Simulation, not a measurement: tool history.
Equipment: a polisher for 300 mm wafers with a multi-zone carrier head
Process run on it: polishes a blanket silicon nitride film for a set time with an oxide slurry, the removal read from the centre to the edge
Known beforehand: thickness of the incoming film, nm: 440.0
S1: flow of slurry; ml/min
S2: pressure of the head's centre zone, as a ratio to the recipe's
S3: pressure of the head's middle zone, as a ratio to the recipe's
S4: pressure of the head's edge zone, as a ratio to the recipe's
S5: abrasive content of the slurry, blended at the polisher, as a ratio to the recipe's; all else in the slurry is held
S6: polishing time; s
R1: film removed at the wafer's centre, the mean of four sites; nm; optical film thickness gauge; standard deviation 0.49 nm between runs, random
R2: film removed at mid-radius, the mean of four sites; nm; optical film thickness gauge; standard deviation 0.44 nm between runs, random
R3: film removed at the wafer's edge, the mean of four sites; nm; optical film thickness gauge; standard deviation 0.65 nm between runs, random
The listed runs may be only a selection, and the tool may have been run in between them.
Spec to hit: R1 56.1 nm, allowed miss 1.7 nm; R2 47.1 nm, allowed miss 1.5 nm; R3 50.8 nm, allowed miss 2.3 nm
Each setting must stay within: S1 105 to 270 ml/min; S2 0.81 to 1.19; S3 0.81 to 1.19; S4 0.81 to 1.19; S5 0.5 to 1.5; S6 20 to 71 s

run	hour	S1	S2	S3	S4	S5	S6	R1	R2	R3
1	0	175	1	1	1	1	45	42.602	38.762	39.146
2	8.4	175	1	1	1	0.9	45	40.05	36.374	37.781
3	15.4	175	1.05	1	1	0.9	45	41.926	36.301	35.645
4	16.8	145	1.05	1	1	0.9	45	39.769	35.477	36.334
# hour 23.1: centre zone pressure recalibrated
5	23.1	145	1.12	1	1	0.9	45	38.183	34.953	35.317
6	30.1	175	1.08	0.99	1.04	1	45	42.163	38.761	40.855
7	36.8	200	1.08	0.96	1.03	1.1	46	45.485	41.489	44.276
8	40.8	220	1.09	0.93	1	1.15	47	49.539	44.401	46.215
9	46.8	230	1.11	0.9	0.99	1.2	47	51.886	43.948	46.84
10	49.7	235	1.13	0.9	1	1.2	47	53.52	43.187	48.069

Below are 5 possible settings for the next run. Only one of them brings all results inside the allowed miss of their targets. Which is it?
A	52.6	240	1.03	0.86	1.05	1.35	46	?	?	?
B	52.6	250	1.19	0.81	1.15	1.4	42	?	?	?
C	52.6	170	1.18	0.83	1.05	1	51	?	?	?
D	52.6	235	1.17	0.92	0.86	1.05	56	?	?	?
E	52.6	270	1.13	0.94	1.06	1.5	44	?	?	?

move	R1	R2	R3
A	50.507	43.845	50.101
B	54.502	38.908	48.913
C	51.244	37.883	45.237
D	60.95	49.182	48.39
E	56.426	47.914	50.896
A: further off than the last run
B: further off than the last run
C: further off than the last run
D: takes the biggest miss from the last run beyond its target
E: every result within its allowed miss
The right move is E.
